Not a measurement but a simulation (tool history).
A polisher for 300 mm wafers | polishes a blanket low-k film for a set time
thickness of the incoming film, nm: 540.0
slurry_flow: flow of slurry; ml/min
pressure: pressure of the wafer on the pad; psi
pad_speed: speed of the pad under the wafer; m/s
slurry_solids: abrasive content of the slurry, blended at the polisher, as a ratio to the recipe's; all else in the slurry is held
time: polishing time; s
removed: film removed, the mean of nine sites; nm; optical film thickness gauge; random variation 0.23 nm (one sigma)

Run 1, hour 0: slurry_flow 245 ml/min, pressure 2.2 psi, pad_speed 1.26 m/s, slurry_solids 1, time 64 s. Result: removed 30.407 nm.
Run 2, hour 6.2: slurry_flow 245 ml/min, pressure 2.1 psi, pad_speed 1.26 m/s, slurry_solids 1, time 64 s. Result: removed 29.749 nm.
Run 3, hour 13.9: slurry_flow 290 ml/min, pressure 2.1 psi, pad_speed 1.26 m/s, slurry_solids 1, time 64 s. Result: removed 29.919 nm.
Run 4, hour 19.1: slurry_flow 290 ml/min, pressure 2.1 psi, pad_speed 1.26 m/s, slurry_solids 1.15, time 64 s. Result: removed 31.844 nm.
Run 5, hour 22.4: slurry_flow 290 ml/min, pressure 2.1 psi, pad_speed 1.4 m/s, slurry_solids 1.15, time 64 s. Result: removed 34.353 nm.
Run 6, hour 29.9: slurry_flow 290 ml/min, pressure 2.1 psi, pad_speed 1.26 m/s, slurry_solids 1.15, time 64 s. Result: removed 31.503 nm.
Run 7, hour 31.7: slurry_flow 290 ml/min, pressure 1.9 psi, pad_speed 1.26 m/s, slurry_solids 1.15, time 64 s. Result: removed 29.445 nm.

The next listed run, before its measurement:
Run 8, hour 34.8: slurry_flow 290 ml/min, pressure 1.7 psi, pad_speed 1.26 m/s, slurry_solids 1.15, time 64 s. Result: removed ?.

{"run 8": {"removed": 27.659}}
